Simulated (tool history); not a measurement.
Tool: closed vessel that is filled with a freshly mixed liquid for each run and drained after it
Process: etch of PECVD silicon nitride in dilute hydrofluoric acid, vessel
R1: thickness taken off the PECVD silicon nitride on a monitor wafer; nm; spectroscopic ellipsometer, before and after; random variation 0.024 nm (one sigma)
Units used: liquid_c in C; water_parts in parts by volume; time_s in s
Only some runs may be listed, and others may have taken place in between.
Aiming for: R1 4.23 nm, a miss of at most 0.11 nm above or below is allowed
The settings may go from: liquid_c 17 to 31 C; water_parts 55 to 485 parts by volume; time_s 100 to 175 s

run 1 day=0 | liquid_c=23 water_parts=270 time_s=175 | R1=3.4783
run 2 day=0.162 | liquid_c=24 water_parts=270 time_s=175 | R1=3.7454
run 3 day=0.483 | liquid_c=24.5 water_parts=270 time_s=175 | R1=3.8201
run 4 day=0.846 | liquid_c=25 water_parts=270 time_s=175 | R1=3.9613
run 5 day=1.2 | liquid_c=25.5 water_parts=270 time_s=175 | R1=4.0865
-- day=1.388 thermometer replaced
run 6 day=1.388 | liquid_c=25.5 water_parts=320 time_s=175 | R1=3.0693
run 7 day=1.467 | liquid_c=27 water_parts=320 time_s=175 | R1=3.3763
run 8 day=1.512 | liquid_c=28 water_parts=320 time_s=175 | R1=3.5949
run 9 day=1.696 | liquid_c=28.5 water_parts=320 time_s=175 | R1=3.672

Exactly one of the 4 candidate moves below puts every result within its allowed miss. Which one?
run A day=1.879 | liquid_c=30 water_parts=330 time_s=175 | R1=?
run B day=1.879 | liquid_c=28.5 water_parts=295 time_s=175 | R1=?
run C day=1.879 | liquid_c=26 water_parts=260 time_s=175 | R1=?
run D day=1.879 | liquid_c=29.5 water_parts=295 time_s=175 | R1=?

move=A R1=3.8866
move=B R1=3.9985
move=C R1=3.9141
move=D R1=4.2378
A: an improvement on the last run, though not all results are within tolerance
B: an improvement on the last run, though not all results are within tolerance
C: an improvement on the last run, though not all results are within tolerance
D: hits every target within its allowed miss
Correct choice: D, which meets every target
